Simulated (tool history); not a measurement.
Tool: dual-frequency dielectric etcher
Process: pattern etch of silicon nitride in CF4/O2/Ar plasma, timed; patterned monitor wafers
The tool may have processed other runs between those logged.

run	hour	source power (kW)	bias power (kW)	Ar flow (sccm)	CF4 flow (sccm)	etch time (s)	mean etch depth across the wafer (angstrom)
1	0.0	0.440	0.059	127	110	64	1219.9
2	7.5	0.440	0.059	127	110	64	1215.4
3	8.7	0.390	0.059	127	110	64	1128.4
4	14.4	0.390	0.069	127	110	64	1181.3
5	17.8	0.400	0.069	127	110	64	1191.8
6	24.5	0.400	0.069	127	91	64	1174.3
7	31.4	0.410	0.069	127	91	64	1190.9
8	38.8	0.420	0.069	127	91	64	1206.1

Run 9, settings as shown, results not yet in. Your forecast:
9	47.3	0.430	0.069	127	91	64	?

{"run 9": {"mean etch depth across the wafer (angstrom)": 1210.8}}

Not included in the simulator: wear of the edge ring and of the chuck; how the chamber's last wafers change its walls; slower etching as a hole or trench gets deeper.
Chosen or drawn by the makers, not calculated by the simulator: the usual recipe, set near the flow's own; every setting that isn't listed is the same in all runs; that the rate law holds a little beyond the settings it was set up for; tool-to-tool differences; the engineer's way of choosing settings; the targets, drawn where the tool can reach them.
